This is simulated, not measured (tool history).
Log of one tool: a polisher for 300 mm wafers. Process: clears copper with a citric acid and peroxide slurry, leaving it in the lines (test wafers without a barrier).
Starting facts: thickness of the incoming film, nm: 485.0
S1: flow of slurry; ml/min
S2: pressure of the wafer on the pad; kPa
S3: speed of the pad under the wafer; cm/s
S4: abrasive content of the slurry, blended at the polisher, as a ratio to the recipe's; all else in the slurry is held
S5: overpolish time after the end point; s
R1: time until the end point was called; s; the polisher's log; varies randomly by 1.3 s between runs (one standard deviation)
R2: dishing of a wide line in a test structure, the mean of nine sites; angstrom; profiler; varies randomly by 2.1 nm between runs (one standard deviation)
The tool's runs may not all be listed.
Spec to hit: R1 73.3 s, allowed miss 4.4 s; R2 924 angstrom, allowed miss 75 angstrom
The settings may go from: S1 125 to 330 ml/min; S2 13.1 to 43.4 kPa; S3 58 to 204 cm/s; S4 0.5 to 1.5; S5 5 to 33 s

{"run": 1, "day": 0.0, "S1": 210, "S2": 28.3, "S3": 130, "S4": 1, "S5": 17, "R1": 123.85, "R2": 482.87}
{"run": 2, "day": 0.054, "S1": 210, "S2": 28.3, "S3": 130, "S4": 1, "S5": 22, "R1": 123.8, "R2": 578.6}
{"run": 3, "day": 0.204, "S1": 210, "S2": 25.5, "S3": 130, "S4": 1, "S5": 22, "R1": 134.85, "R2": 514.85}
{"run": 4, "day": 0.579, "S1": 235, "S2": 25.5, "S3": 130, "S4": 1, "S5": 22, "R1": 133.77, "R2": 532.76}
{"run": 5, "day": 0.675, "S1": 235, "S2": 25.5, "S3": 130, "S4": 0.8, "S5": 22, "R1": 141.99, "R2": 514.69}
{"run": 6, "day": 1.017, "S1": 215, "S2": 25.5, "S3": 130, "S4": 0.8, "S5": 22, "R1": 145.39, "R2": 514.54}
{"run": 7, "day": 1.175, "S1": 220, "S2": 31.7, "S3": 132, "S4": 0.8, "S5": 21, "R1": 112.55, "R2": 608.61}
{"run": 8, "day": 1.242, "S1": 220, "S2": 35.2, "S3": 134, "S4": 0.8, "S5": 21, "R1": 100.2, "R2": 664.63}
{"run": 9, "day": 1.567, "S1": 220, "S2": 37.9, "S3": 136, "S4": 0.8, "S5": 22, "R1": 92.901, "R2": 746.72}
{"run": 10, "day": 1.862, "S1": 220, "S2": 40, "S3": 140, "S4": 0.8, "S5": 22, "R1": 87.407, "R2": 774.87}
{"run": 11, "day": 2.179, "S1": 220, "S2": 41.4, "S3": 144, "S4": 0.8, "S5": 22, "R1": 81.495, "R2": 820.58}
{"run": 12, "day": 2.317, "S1": 220, "S2": 41.4, "S3": 144, "S4": 0.8, "S5": 22, "R1": 83.523, "R2": 824.47}

Consider the 4 candidate settings below. Which is the only one whose results all fall within their allowed miss of target?
{"run": "A", "day": 2.454, "S1": 215, "S2": 42.1, "S3": 134, "S4": 0.75, "S5": 27, "R1": "?", "R2": "?"}
{"run": "B", "day": 2.454, "S1": 245, "S2": 38.6, "S3": 146, "S4": 0.8, "S5": 32, "R1": "?", "R2": "?"}
{"run": "C", "day": 2.454, "S1": 240, "S2": 39.3, "S3": 160, "S4": 1.05, "S5": 22, "R1": "?", "R2": "?"}
{"run": "D", "day": 2.454, "S1": 215, "S2": 40, "S3": 166, "S4": 0.7, "S5": 19, "R1": "?", "R2": "?"}

move=A R1=87.411 R2=914.1
move=B R1=85.039 R2=1036.6
move=C R1=72.681 R2=896.87
move=D R1=75.449 R2=785.77
A: its largest miss is bigger than the last run's
B: its largest miss is bigger than the last run's
C: every result within its allowed miss
D: corrects the largest miss of the last run, while another result sits out of spec
C is the move that brings every result within its allowed miss.

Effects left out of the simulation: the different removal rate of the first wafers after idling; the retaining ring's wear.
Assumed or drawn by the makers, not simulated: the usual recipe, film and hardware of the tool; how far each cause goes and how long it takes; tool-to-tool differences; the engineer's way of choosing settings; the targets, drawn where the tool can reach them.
